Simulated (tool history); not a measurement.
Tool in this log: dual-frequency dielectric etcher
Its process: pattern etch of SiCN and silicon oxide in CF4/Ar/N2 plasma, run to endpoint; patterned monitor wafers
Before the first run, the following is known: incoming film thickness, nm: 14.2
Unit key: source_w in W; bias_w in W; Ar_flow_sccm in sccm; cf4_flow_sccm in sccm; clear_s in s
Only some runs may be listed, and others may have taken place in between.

run	hour	source_w	bias_w	Ar_flow_sccm	cf4_flow_sccm	clear_s
1	0	370	88	77	50	19.85
2	0.5	340	88	77	50	21.273
3	2.2	340	88	90	50	21.857
4	6.7	340	81	90	50	22.491
# hour 13.5: bias power generator calibrated
5	13.5	360	82	90	50	21.285
6	18.4	360	96	90	50	19.818
7	20.6	370	96	90	50	19.295
8	23.8	380	96	90	50	19.055
9	31.9	390	96	90	50	18.576
10	40.4	400	96	90	50	18.467

Expected results for the next run?
11	43.1	410	96	90	50	?

Run 11 yielded clear_s 17.604 s.
